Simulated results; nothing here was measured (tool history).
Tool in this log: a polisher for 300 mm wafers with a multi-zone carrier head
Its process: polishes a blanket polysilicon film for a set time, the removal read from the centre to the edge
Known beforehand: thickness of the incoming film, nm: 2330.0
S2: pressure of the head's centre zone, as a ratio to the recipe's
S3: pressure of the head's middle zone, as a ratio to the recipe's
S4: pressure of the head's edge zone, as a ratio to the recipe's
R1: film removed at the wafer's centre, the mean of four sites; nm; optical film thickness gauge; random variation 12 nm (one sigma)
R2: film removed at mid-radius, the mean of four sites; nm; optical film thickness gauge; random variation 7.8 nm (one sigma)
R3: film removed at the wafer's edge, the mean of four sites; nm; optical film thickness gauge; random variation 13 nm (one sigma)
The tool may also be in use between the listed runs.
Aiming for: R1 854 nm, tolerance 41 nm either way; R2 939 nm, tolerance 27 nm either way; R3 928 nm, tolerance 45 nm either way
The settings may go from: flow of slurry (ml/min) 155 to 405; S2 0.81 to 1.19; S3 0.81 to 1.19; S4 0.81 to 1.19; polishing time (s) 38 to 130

Run 1, day 0: flow of slurry (ml/min) 260, S2 1, S3 1, S4 1, polishing time (s) 84. Result: R1 695.57 nm, R2 702.06 nm, R3 718.8 nm.
Run 2, day 0.321: flow of slurry (ml/min) 265, S2 1, S3 1.02, S4 1.02, polishing time (s) 86. Result: R1 728.29 nm, R2 735.4 nm, R3 746.59 nm.
Run 3, day 0.404: flow of slurry (ml/min) 330, S2 1, S3 1.02, S4 1.02, polishing time (s) 86. Result: R1 745.97 nm, R2 750.17 nm, R3 745.72 nm.
Run 4, day 0.746: flow of slurry (ml/min) 330, S2 1, S3 1.02, S4 1.02, polishing time (s) 73. Result: R1 642.08 nm, R2 635.06 nm, R3 635.16 nm.
Run 5, day 0.846: flow of slurry (ml/min) 370, S2 1, S3 1.02, S4 1.02, polishing time (s) 73. Result: R1 642.19 nm, R2 658.71 nm, R3 656.6 nm.
Run 6, day 1.217: flow of slurry (ml/min) 370, S2 0.99, S3 1.03, S4 1.03, polishing time (s) 77. Result: R1 680.16 nm, R2 690.1 nm, R3 673.14 nm.
Run 7, day 1.296: flow of slurry (ml/min) 370, S2 0.99, S3 1.03, S4 1.03, polishing time (s) 77. Result: R1 676.49 nm, R2 695.62 nm, R3 707.37 nm.
Run 8, day 1.562: flow of slurry (ml/min) 375, S2 0.99, S3 1.05, S4 1.04, polishing time (s) 79. Result: R1 679.03 nm, R2 721.63 nm, R3 694.85 nm.
Run 9, day 1.621: flow of slurry (ml/min) 375, S2 0.98, S3 1.05, S4 1.05, polishing time (s) 83. Result: R1 713.39 nm, R2 754.1 nm, R3 735.14 nm.
Run 10, day 1.675: flow of slurry (ml/min) 375, S2 0.97, S3 1.05, S4 1.06, polishing time (s) 86. Result: R1 733.78 nm, R2 783.35 nm, R3 780.85 nm.
Run 11, day 1.85: flow of slurry (ml/min) 375, S2 0.97, S3 1.06, S4 1.07, polishing time (s) 88. Result: R1 759.7 nm, R2 813.67 nm, R3 794.47 nm.
Run 12, day 2.05: flow of slurry (ml/min) 375, S2 0.97, S3 1.06, S4 1.08, polishing time (s) 90. Result: R1 766.28 nm, R2 828.22 nm, R3 829.22 nm.
Run 13, day 2.188: flow of slurry (ml/min) 375, S2 0.98, S3 1.07, S4 1.09, polishing time (s) 91. Result: R1 781.13 nm, R2 856.71 nm, R3 835.47 nm.
Run 14, day 2.475: flow of slurry (ml/min) 375, S2 0.98, S3 1.07, S4 1.1, polishing time (s) 92. Result: R1 786.52 nm, R2 861.08 nm, R3 848.46 nm.
Run 15, day 2.542: flow of slurry (ml/min) 375, S2 0.98, S3 1.07, S4 1.11, polishing time (s) 93. Result: R1 805.69 nm, R2 858.17 nm, R3 880.97 nm.
Run 16, day 2.579: flow of slurry (ml/min) 375, S2 0.98, S3 1.08, S4 1.11, polishing time (s) 94. Result: R1 811.01 nm, R2 887.94 nm, R3 849.69 nm.

4 candidate next runs follow, results not yet known. Just one meets every target within its allowed miss. Identify it.
Run A, day 2.617: flow of slurry (ml/min) 335, S2 1.11, S3 1.19, S4 1.05, polishing time (s) 84. Result: R1 ?, R2 ?, R3 ?.
Run B, day 2.617: flow of slurry (ml/min) 375, S2 1.08, S3 1.17, S4 1.06, polishing time (s) 81. Result: R1 ?, R2 ?, R3 ?.
Run C, day 2.617: flow of slurry (ml/min) 405, S2 0.92, S3 1.01, S4 1.02, polishing time (s) 104. Result: R1 ?, R2 ?, R3 ?.
Run D, day 2.617: flow of slurry (ml/min) 325, S2 1.04, S3 1.13, S4 1.08, polishing time (s) 94. Result: R1 ?, R2 ?, R3 ?.

move      R1      R2      R3
   A  816.64  847.75  758.33
   B  773.88  813.27  740.24
   C  849.86  927.05  938.85
   D  852.92   905.1   859.5
A: further off than the last run
B: further off than the last run
C: every result within its allowed miss
D: an improvement on the last run, though not all results are within tolerance
The right move is C.

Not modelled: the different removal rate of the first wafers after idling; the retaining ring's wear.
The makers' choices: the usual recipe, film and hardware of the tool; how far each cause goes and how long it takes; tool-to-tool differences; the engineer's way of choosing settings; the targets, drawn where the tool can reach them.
